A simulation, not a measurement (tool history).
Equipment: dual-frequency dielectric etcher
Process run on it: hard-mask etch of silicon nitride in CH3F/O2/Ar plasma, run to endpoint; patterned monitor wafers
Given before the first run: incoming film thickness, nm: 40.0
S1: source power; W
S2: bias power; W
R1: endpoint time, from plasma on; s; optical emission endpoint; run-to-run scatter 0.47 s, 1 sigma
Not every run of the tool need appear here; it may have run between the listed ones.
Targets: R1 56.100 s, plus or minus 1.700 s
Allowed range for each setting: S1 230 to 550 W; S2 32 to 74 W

run  hour   S1  S2      R1
  1   0.0  390  53  64.177
  2   8.4  390  49  66.058
  3  13.4  430  51  62.566
  4  13.9  460  52  62.687
  5  16.0  490  52  60.922
  6  19.1  490  48  62.274
  7  22.1  510  52  59.569
  8  23.2  520  54  58.381

Of the 5 settings listed for the next run, only one would bring every result within its allowed miss of target. Which one?
  A  24.3  460  50   ?
  B  24.3  520  60   ?
  C  24.3  480  51   ?
  D  24.3  510  50   ?
  E  24.3  510  49   ?

move      R1
   A  61.813
   B  54.797
   C  60.429
   D  59.759
   E  60.294
A: its largest miss is bigger than the last run's
B: in spec on every target
C: its largest miss is bigger than the last run's
D: its largest miss is bigger than the last run's
E: its largest miss is bigger than the last run's
Answer: B
